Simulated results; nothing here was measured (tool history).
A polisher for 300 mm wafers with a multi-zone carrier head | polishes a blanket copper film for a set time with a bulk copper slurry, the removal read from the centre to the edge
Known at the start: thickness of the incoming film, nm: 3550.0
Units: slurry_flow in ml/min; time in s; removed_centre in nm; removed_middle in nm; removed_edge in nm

| run | hour | slurry_flow | centre_zone | middle_zone | edge_zone | slurry_solids | time | removed_centre | removed_middle | removed_edge |
|---|---|---|---|---|---|---|---|---|---|---|
| 1 | 0.0 | 170 | 1.00 | 1.00 | 1.00 | 1.00 | 69 | 651.37 | 634.35 | 653.83 |
| 2 | 0.7 | 175 | 0.99 | 1.00 | 1.04 | 1.10 | 70 | 693.00 | 648.03 | 686.92 |
| 3 | 3.5 | 150 | 0.99 | 1.00 | 1.04 | 1.10 | 70 | 668.24 | 630.20 | 675.53 |
| 4 | 9.3 | 160 | 0.96 | 1.01 | 1.07 | 1.15 | 71 | 676.57 | 659.96 | 704.73 |
| 5 | 11.3 | 170 | 0.94 | 1.01 | 1.09 | 1.20 | 72 | 684.04 | 688.76 | 739.26 |
| 6 | 19.0 | 180 | 0.93 | 1.01 | 1.11 | 1.25 | 72 | 686.61 | 703.73 | 756.64 |
| 7 | 20.4 | 190 | 0.93 | 1.01 | 1.13 | 1.30 | 72 | 694.57 | 712.33 | 768.77 |
| 8 | 27.8 | 195 | 0.93 | 1.01 | 1.14 | 1.35 | 73 | 713.59 | 726.42 | 778.49 |

The next listed run, before its measurement:
| 9 | 35.6 | 195 | 0.92 | 1.00 | 1.15 | 1.35 | 74 | ? | ? | ? |

Run 9 gave removed_centre 721.46 nm, removed_middle 735.05 nm, removed_edge 809.76 nm.
